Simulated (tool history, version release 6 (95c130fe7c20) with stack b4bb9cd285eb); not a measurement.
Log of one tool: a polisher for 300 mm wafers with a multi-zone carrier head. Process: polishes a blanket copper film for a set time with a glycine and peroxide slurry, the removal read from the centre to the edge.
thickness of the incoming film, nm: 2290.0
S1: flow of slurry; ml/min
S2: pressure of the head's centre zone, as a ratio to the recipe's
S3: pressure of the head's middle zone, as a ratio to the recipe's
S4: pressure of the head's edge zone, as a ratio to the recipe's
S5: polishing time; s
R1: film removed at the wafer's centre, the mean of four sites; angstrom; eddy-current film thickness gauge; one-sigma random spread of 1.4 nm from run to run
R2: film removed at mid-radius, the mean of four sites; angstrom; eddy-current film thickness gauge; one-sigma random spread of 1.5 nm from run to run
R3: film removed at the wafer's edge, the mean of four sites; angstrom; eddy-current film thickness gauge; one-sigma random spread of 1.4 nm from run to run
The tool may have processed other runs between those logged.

run,hour,S1,S2,S3,S4,S5,R1,R2,R3
1,0.0,315,1.00,1.00,1.00,86,3316.5,3146.2,3189.3
2,1.4,315,0.99,0.98,0.95,74,2852.0,2698.3,2675.6
3,8.3,315,0.98,0.96,0.92,66,2526.9,2354.7,2352.7
4,16.4,315,1.03,0.96,0.92,66,2631.4,2370.5,2343.3
5,20.8,310,1.00,0.95,0.89,61,2362.5,2144.4,2147.2
6,28.1,310,0.93,0.95,0.89,61,2164.0,2185.3,2158.2
7,35.0,290,0.97,0.92,0.81,49,1815.4,1697.0,1635.5
8,41.1,330,0.97,0.92,0.82,49,1834.0,1698.5,1694.8
9,45.2,330,0.97,0.92,0.82,49,1842.0,1714.0,1660.5
10,52.1,330,0.98,0.93,0.85,49,1882.0,1708.4,1698.6
11,58.3,330,0.98,0.93,0.85,49,1860.3,1709.5,1690.9
12,66.4,330,0.99,0.95,0.88,49,1903.7,1749.9,1719.6
13,75.2,330,0.99,0.96,0.90,49,1885.9,1757.5,1747.4
14,79.6,330,1.00,0.97,0.91,49,1918.4,1764.7,1756.4

Forecast run 15:
15,81.0,330,1.01,0.99,0.92,49,?,?,?

R1: 1913.2 angstrom
R2: 1773.1 angstrom
R3: 1751.0 angstrom
